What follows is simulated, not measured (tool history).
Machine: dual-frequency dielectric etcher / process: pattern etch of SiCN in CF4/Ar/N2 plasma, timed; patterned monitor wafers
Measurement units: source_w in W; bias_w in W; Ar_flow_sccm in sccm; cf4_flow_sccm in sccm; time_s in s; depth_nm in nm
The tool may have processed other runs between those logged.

run  hour  source_w  bias_w  Ar_flow_sccm  cf4_flow_sccm  time_s  depth_nm
  1     0       380      52            84             68      71    46.648
  2     6       400      52            84             68      71    48.368
  3  12.4       400      44            84             68      71    45.726
  4  18.7       420      44            84             68      71    47.503
  5  26.3       420      53            84             68      71    50.154
  6  32.1       430      53            84             68      71    51.068
  7  36.5       440      53            84             68      71    52.443

For run 8, what comes out?
  8  41.4       450      53            84             68      71         ?

depth_nm: 53.07 nm
